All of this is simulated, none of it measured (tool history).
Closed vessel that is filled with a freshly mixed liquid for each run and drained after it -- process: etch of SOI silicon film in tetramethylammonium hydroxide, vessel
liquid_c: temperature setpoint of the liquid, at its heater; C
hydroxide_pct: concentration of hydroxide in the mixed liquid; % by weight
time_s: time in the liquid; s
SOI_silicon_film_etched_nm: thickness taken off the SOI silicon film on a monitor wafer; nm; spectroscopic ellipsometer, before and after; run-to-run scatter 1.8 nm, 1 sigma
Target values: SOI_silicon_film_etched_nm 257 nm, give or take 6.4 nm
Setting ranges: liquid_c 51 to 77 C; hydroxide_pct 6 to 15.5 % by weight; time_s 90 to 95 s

| run | hour | liquid_c | hydroxide_pct | time_s | SOI_silicon_film_etched_nm |
|---|---|---|---|---|---|
| 1 | 0 | 64 | 10.5 | 90 | 438.35 |
| 2 | 1 | 64 | 9.5 | 90 | 454.4 |
| 3 | 4.8 | 64 | 9.5 | 95 | 478.61 |
| 4 | 6.4 | 64 | 9.5 | 90 | 455.05 |
| 5 | 11.5 | 64 | 8.5 | 90 | 470.23 |
| 6 | 17.1 | 67 | 8.5 | 90 | 567.93 |
| 7 | 22.7 | 60.5 | 9 | 90 | 373.36 |
| 8 | 28.6 | 59.5 | 9 | 90 | 346.25 |
| 9 | 33.9 | 58.5 | 9 | 90 | 332.63 |
| 10 | 37.2 | 53 | 9 | 90 | 234.37 |
| 11 | 38.5 | 53.5 | 9 | 90 | 236.95 |
| 12 | 47.1 | 53.5 | 9 | 90 | 241.06 |
| 13 | 54.6 | 54 | 9 | 90 | 247.55 |

Which of these 4 next moves meets every target?
| A | 62.1 | 56 | 11.5 | 95 | ? |
| B | 62.1 | 54.5 | 9 | 90 | ? |
| C | 62.1 | 51.5 | 7 | 95 | ? |
| D | 62.1 | 53 | 9.5 | 95 | ? |

| move | SOI_silicon_film_etched_nm |
|---|---|
| A | 268.47 |
| B | 252.6 |
| C | 236.81 |
| D | 236.92 |
A: takes the result that was furthest off past its target
B: all results land within tolerance of their targets
C: its largest miss is bigger than the last run's
D: its largest miss is bigger than the last run's
Answer: B
